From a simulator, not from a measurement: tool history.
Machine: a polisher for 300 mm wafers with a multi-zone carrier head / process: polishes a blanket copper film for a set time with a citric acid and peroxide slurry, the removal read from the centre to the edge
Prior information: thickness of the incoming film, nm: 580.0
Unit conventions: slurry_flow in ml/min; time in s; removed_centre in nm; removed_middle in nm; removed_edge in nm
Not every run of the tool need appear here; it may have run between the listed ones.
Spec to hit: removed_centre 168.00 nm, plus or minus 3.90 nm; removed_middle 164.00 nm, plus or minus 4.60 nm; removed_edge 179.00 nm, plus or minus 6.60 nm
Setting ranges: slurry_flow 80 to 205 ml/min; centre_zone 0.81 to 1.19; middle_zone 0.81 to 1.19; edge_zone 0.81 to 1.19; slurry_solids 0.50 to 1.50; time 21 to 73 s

run,day,slurry_flow,centre_zone,middle_zone,edge_zone,slurry_solids,time,removed_centre,removed_middle,removed_edge
1,0.000,135,1.00,1.00,1.00,1.00,47,141.80,140.66,140.35
2,0.225,120,1.00,1.00,1.00,1.00,47,134.80,136.59,140.62
3,0.450,130,1.00,1.00,1.05,1.15,47,140.64,141.48,148.58
4,0.662,130,1.00,0.94,1.05,1.15,47,142.46,136.69,144.56
5,0.992,160,1.00,0.94,1.05,1.15,47,147.66,142.10,152.65
6,1.250,170,1.02,0.96,1.08,1.20,47,156.79,144.16,153.95
7,1.483,170,1.02,0.96,1.08,1.20,47,154.37,144.79,157.53
8,1.754,175,1.02,0.99,1.10,1.25,47,155.92,150.66,159.09
9,1.821,180,1.02,0.99,1.12,1.30,47,159.68,152.70,161.64
10,1.883,180,0.97,0.98,1.19,1.50,49,162.12,162.23,178.34
11,2.192,185,0.97,0.98,1.19,1.50,49,162.52,162.47,175.29

Which single option among these 5 for the next run brings every result within its allowed miss of target? Just one does.
A,2.500,175,0.93,1.03,1.16,1.50,50,?,?,?
B,2.500,200,1.03,1.04,1.10,1.40,47,?,?,?
C,2.500,155,0.93,0.97,1.19,1.35,51,?,?,?
D,2.500,185,0.97,1.05,1.12,1.50,47,?,?,?
E,2.500,175,1.00,0.98,1.18,1.50,50,?,?,?

move,removed_centre,removed_middle,removed_edge
A,157.23,170.02,176.98
B,165.74,162.41,162.90
C,153.64,159.17,176.73
D,155.81,163.66,164.73
E,169.11,163.60,178.51
A: lands further from the targets than the last run did
B: the worst result of the last run now meets its target, but another is out of spec
C: lands further from the targets than the last run did
D: lands further from the targets than the last run did
E: all results land within tolerance of their targets
Move E is the one to make.
